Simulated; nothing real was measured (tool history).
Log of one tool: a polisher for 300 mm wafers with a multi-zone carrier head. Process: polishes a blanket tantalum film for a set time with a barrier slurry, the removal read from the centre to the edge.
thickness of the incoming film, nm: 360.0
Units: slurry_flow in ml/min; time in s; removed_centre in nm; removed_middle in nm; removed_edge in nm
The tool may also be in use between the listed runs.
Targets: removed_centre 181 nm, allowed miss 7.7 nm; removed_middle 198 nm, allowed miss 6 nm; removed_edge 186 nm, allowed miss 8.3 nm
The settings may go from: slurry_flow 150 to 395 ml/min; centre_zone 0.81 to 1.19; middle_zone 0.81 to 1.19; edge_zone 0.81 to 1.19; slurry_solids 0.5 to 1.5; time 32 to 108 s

run 1 hour=0 | slurry_flow=250 centre_zone=1 middle_zone=1 edge_zone=1 slurry_solids=1 time=70 | removed_centre=142.05 removed_middle=143.22 removed_edge=142.16
run 2 hour=7.2 | slurry_flow=255 centre_zone=1.01 middle_zone=1.03 edge_zone=1.03 slurry_solids=1.1 time=71 | removed_centre=148.69 removed_middle=153.53 removed_edge=152.18
run 3 hour=8.1 | slurry_flow=255 centre_zone=0.96 middle_zone=1.03 edge_zone=1.03 slurry_solids=1.1 time=71 | removed_centre=141.73 removed_middle=153.66 removed_edge=153.91
run 4 hour=9.7 | slurry_flow=265 centre_zone=0.99 middle_zone=1.06 edge_zone=1.05 slurry_solids=1.2 time=71 | removed_centre=151.6 removed_middle=161.19 removed_edge=157.43
run 5 hour=12.6 | slurry_flow=265 centre_zone=0.99 middle_zone=1.06 edge_zone=1.05 slurry_solids=1 time=71 | removed_centre=144.62 removed_middle=155.26 removed_edge=149.64
run 6 hour=17.5 | slurry_flow=225 centre_zone=0.99 middle_zone=1.06 edge_zone=1.05 slurry_solids=1 time=71 | removed_centre=140.78 removed_middle=150.47 removed_edge=147.07
run 7 hour=25.4 | slurry_flow=240 centre_zone=1 middle_zone=1.08 edge_zone=1.07 slurry_solids=1.1 time=72 | removed_centre=146.01 removed_middle=157.59 removed_edge=158.77
-- hour=29.9 slurry nozzle cleaned
run 8 hour=29.9 | slurry_flow=260 centre_zone=1.02 middle_zone=1.1 edge_zone=1.07 slurry_solids=1.15 time=72 | removed_centre=166.48 removed_middle=178.19 removed_edge=165.12
run 9 hour=37.9 | slurry_flow=275 centre_zone=1.02 middle_zone=1.11 edge_zone=1.09 slurry_solids=1.15 time=72 | removed_centre=168.04 removed_middle=179.31 removed_edge=168.74

Which of these 5 next moves meets every target?
run A hour=45.9 | slurry_flow=180 centre_zone=1 middle_zone=1.17 edge_zone=1.18 slurry_solids=1.35 time=83 | removed_centre=? removed_middle=? removed_edge=?
run B hour=45.9 | slurry_flow=290 centre_zone=1.03 middle_zone=0.94 edge_zone=1.19 slurry_solids=1.15 time=84 | removed_centre=? removed_middle=? removed_edge=?
run C hour=45.9 | slurry_flow=150 centre_zone=1.05 middle_zone=1.16 edge_zone=1.09 slurry_solids=1.15 time=85 | removed_centre=? removed_middle=? removed_edge=?
run D hour=45.9 | slurry_flow=280 centre_zone=1.08 middle_zone=1.15 edge_zone=1.05 slurry_solids=1.15 time=73 | removed_centre=? removed_middle=? removed_edge=?
run E hour=45.9 | slurry_flow=255 centre_zone=1.04 middle_zone=0.95 edge_zone=1.19 slurry_solids=1.2 time=84 | removed_centre=? removed_middle=? removed_edge=?

move=A removed_centre=185.75 removed_middle=210.83 removed_edge=198.81
move=B removed_centre=202.15 removed_middle=184.79 removed_edge=206.86
move=C removed_centre=184.98 removed_middle=199.89 removed_edge=184.31
move=D removed_centre=183.37 removed_middle=189 removed_edge=167.7
move=E removed_centre=202.4 removed_middle=185.17 removed_edge=206.23
A: takes the result that was furthest off past its target
B: nearer than the last run, and not there yet
C: meets every target
D: nearer than the last run, and not there yet
E: nearer than the last run, and not there yet
Answer: C
